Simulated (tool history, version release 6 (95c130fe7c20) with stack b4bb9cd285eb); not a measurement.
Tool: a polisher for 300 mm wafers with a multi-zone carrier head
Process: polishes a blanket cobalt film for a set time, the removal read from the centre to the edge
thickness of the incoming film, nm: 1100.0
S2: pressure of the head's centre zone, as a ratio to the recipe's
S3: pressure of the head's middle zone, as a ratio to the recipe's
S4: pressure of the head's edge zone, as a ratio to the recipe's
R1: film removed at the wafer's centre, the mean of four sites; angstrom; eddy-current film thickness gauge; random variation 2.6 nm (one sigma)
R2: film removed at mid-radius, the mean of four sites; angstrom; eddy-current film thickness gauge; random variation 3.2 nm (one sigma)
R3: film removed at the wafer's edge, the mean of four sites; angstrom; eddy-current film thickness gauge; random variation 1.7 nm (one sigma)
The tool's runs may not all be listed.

{"run": 1, "day": 0.0, "flow of slurry (ml/min)": 170, "S2": 1, "S3": 1, "S4": 1, "polishing time (s)": 74, "R1": 3996.5, "R2": 4044.9, "R3": 4017.1}
{"run": 2, "day": 0.283, "flow of slurry (ml/min)": 170, "S2": 1.01, "S3": 1, "S4": 0.97, "polishing time (s)": 69, "R1": 3754.7, "R2": 3818.8, "R3": 3680.7}
{"run": 3, "day": 0.446, "flow of slurry (ml/min)": 170, "S2": 1.02, "S3": 0.99, "S4": 0.95, "polishing time (s)": 65, "R1": 3553.1, "R2": 3529.4, "R3": 3378.1}
{"run": 4, "day": 0.708, "flow of slurry (ml/min)": 205, "S2": 1.02, "S3": 0.99, "S4": 0.95, "polishing time (s)": 65, "R1": 3628.9, "R2": 3564.6, "R3": 3490.8}
{"run": 5, "day": 0.992, "flow of slurry (ml/min)": 225, "S2": 1.02, "S3": 0.99, "S4": 0.95, "polishing time (s)": 65, "R1": 3692, "R2": 3649.3, "R3": 3462.5}
{"run": 6, "day": 1.017, "flow of slurry (ml/min)": 230, "S2": 1.02, "S3": 0.99, "S4": 0.93, "polishing time (s)": 62, "R1": 3529.5, "R2": 3529.3, "R3": 3344.6}
{"day": 1.312, "done": "worn pad replaced by a new one"}
{"run": 7, "day": 1.312, "flow of slurry (ml/min)": 225, "S2": 1.03, "S3": 0.99, "S4": 0.91, "polishing time (s)": 59, "R1": 3652.4, "R2": 3570, "R3": 3402}
{"run": 8, "day": 1.604, "flow of slurry (ml/min)": 265, "S2": 1.13, "S3": 1.09, "S4": 1.01, "polishing time (s)": 38, "R1": 2651.8, "R2": 2558.6, "R3": 2293.8}
{"run": 9, "day": 1.808, "flow of slurry (ml/min)": 265, "S2": 1.13, "S3": 1.09, "S4": 1.01, "polishing time (s)": 39, "R1": 2714.5, "R2": 2623.2, "R3": 2326}
{"run": 10, "day": 1.9, "flow of slurry (ml/min)": 265, "S2": 1.13, "S3": 1.09, "S4": 1.01, "polishing time (s)": 40, "R1": 2721.1, "R2": 2620.7, "R3": 2388.5}

The next listed run, before its measurement:
{"run": 11, "day": 2.233, "flow of slurry (ml/min)": 265, "S2": 1.13, "S3": 1.09, "S4": 1.01, "polishing time (s)": 41, "R1": "?", "R2": "?", "R3": "?"}

Run 11 gave R1 2816.1 angstrom, R2 2767 angstrom, R3 2429.6 angstrom.
